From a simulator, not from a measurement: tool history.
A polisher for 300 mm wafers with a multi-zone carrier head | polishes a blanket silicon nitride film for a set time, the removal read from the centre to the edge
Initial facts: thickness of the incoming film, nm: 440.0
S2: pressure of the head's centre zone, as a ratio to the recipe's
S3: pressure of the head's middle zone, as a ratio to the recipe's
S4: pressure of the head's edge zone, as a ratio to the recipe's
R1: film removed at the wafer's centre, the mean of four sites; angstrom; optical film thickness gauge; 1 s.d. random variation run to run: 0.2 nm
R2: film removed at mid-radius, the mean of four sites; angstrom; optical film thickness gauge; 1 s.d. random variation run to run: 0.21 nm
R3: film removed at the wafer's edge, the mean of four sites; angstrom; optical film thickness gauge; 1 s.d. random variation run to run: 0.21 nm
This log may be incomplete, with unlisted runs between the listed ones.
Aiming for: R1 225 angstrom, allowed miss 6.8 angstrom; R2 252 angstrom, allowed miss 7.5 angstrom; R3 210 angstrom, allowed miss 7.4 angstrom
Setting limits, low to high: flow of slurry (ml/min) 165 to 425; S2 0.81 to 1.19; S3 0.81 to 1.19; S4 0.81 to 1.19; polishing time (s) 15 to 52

run 1 hour=0 | flow_of_slurry_(ml/min)=275 S2=1 S3=1 S4=1 polishing_time_(s)=33 | R1=443.33 R2=427.72 R3=431.63
run 2 hour=4.7 | flow_of_slurry_(ml/min)=275 S2=1 S3=1 S4=1 polishing_time_(s)=36 | R1=487.4 R2=480.43 R3=469.65
run 3 hour=10.6 | flow_of_slurry_(ml/min)=215 S2=1 S3=1 S4=1 polishing_time_(s)=36 | R1=463.75 R2=455.47 R3=452.68
run 4 hour=13.7 | flow_of_slurry_(ml/min)=260 S2=1 S3=1 S4=1 polishing_time_(s)=36 | R1=478.7 R2=471.06 R3=472.59
run 5 hour=20.2 | flow_of_slurry_(ml/min)=245 S2=0.98 S3=1.03 S4=0.96 polishing_time_(s)=31 | R1=397.53 R2=411.6 R3=397.26
run 6 hour=27.5 | flow_of_slurry_(ml/min)=245 S2=0.98 S3=1.11 S4=0.96 polishing_time_(s)=31 | R1=404.19 R2=432.32 R3=395.69
run 7 hour=32.4 | flow_of_slurry_(ml/min)=170 S2=0.92 S3=1.08 S4=0.86 polishing_time_(s)=21 | R1=241.59 R2=271.85 R3=247.29
run 8 hour=33 | flow_of_slurry_(ml/min)=210 S2=0.99 S3=1.15 S4=0.81 polishing_time_(s)=15 | R1=191.48 R2=209.51 R3=174.01
run 9 hour=35.9 | flow_of_slurry_(ml/min)=220 S2=0.99 S3=1.16 S4=0.84 polishing_time_(s)=16 | R1=205.56 R2=228.7 R3=189.88
run 10 hour=42.5 | flow_of_slurry_(ml/min)=225 S2=1 S3=1.17 S4=0.86 polishing_time_(s)=16 | R1=208.56 R2=227.9 R3=192.45
run 11 hour=43.3 | flow_of_slurry_(ml/min)=240 S2=1 S3=1.17 S4=0.87 polishing_time_(s)=16 | R1=212.63 R2=229.1 R3=193.14
run 12 hour=44 | flow_of_slurry_(ml/min)=250 S2=0.99 S3=1.17 S4=0.88 polishing_time_(s)=16 | R1=214.32 R2=227.33 R3=196.24
run 13 hour=52.4 | flow_of_slurry_(ml/min)=235 S2=0.99 S3=1.17 S4=0.88 polishing_time_(s)=16 | R1=207.56 R2=226.23 R3=196.23
run 14 hour=60.6 | flow_of_slurry_(ml/min)=295 S2=0.95 S3=1.19 S4=0.86 polishing_time_(s)=19 | R1=244.77 R2=280.91 R3=228.66
run 15 hour=66.5 | flow_of_slurry_(ml/min)=275 S2=0.96 S3=1.18 S4=0.86 polishing_time_(s)=19 | R1=246.64 R2=277.7 R3=233.03
run 16 hour=74.8 | flow_of_slurry_(ml/min)=255 S2=0.97 S3=1.18 S4=0.86 polishing_time_(s)=19 | R1=246.9 R2=275.8 R3=228.53
run 17 hour=79.4 | flow_of_slurry_(ml/min)=245 S2=0.97 S3=1.17 S4=0.85 polishing_time_(s)=19 | R1=244.29 R2=267.74 R3=223.37
run 18 hour=87.9 | flow_of_slurry_(ml/min)=235 S2=0.96 S3=1.16 S4=0.84 polishing_time_(s)=19 | R1=242.41 R2=267.76 R3=227.76
run 19 hour=93.8 | flow_of_slurry_(ml/min)=230 S2=0.96 S3=1.16 S4=0.83 polishing_time_(s)=19 | R1=234.74 R2=268.78 R3=221.58
run 20 hour=97.5 | flow_of_slurry_(ml/min)=220 S2=0.97 S3=1.15 S4=0.83 polishing_time_(s)=19 | R1=241.13 R2=263.29 R3=224.55
run 21 hour=103 | flow_of_slurry_(ml/min)=220 S2=0.97 S3=1.16 S4=0.83 polishing_time_(s)=19 | R1=238.74 R2=265.23 R3=222.32

Of the 4 settings listed for the next run, only one would bring every result within its allowed miss of target. Which one?
run A hour=108.5 | flow_of_slurry_(ml/min)=225 S2=0.98 S3=1.05 S4=0.91 polishing_time_(s)=19 | R1=? R2=? R3=?
run B hour=108.5 | flow_of_slurry_(ml/min)=180 S2=0.95 S3=1.04 S4=0.91 polishing_time_(s)=19 | R1=? R2=? R3=?
run C hour=108.5 | flow_of_slurry_(ml/min)=210 S2=0.84 S3=1.19 S4=0.83 polishing_time_(s)=20 | R1=? R2=? R3=?
run D hour=108.5 | flow_of_slurry_(ml/min)=225 S2=0.96 S3=1.15 S4=0.81 polishing_time_(s)=18 | R1=? R2=? R3=?

move=A R1=241.73 R2=254.71 R3=235.31
move=B R1=225 R2=244.25 R3=229.12
move=C R1=215.51 R2=288.08 R3=237.05
move=D R1=224.41 R2=255.93 R3=213.14
A: misses by more than the last run did
B: puts the biggest miss on target and leaves a different result outside tolerance
C: pushes the last run's worst result past its target
D: all results in spec
The right move is D.
